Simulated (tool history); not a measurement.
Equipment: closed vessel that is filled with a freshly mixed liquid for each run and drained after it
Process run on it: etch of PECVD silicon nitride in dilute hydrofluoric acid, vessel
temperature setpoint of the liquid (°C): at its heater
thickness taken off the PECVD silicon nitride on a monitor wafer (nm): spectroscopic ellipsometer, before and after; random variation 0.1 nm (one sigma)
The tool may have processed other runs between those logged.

run  hour  temperature setpoint of the liquid (°C)  parts of water to one part of 49 % hydrofluoric acid (parts by volume)  time in the liquid (s)  thickness taken off the PECVD silicon nitride on a monitor wafer (nm)
  1     0                                       20                                                                     195                     285                                                                  6.048
  2     8                                       22                                                                     195                     285                                                                 6.9307
  3  12.2                                       24                                                                     170                     285                                                                 8.9951
  4    18                                     25.5                                                                     155                     285                                                                 10.787
  5  26.8                                     25.5                                                                      90                     285                                                                 18.632
  6  34.9                                     25.5                                                                      90                     310                                                                 20.294

Expected results for the next run?
  7  37.2                                     23.5                                                                      90                     310                                                                      ?

{"run 7": {"thickness taken off the PECVD silicon nitride on a monitor wafer (nm)": 17.788}}
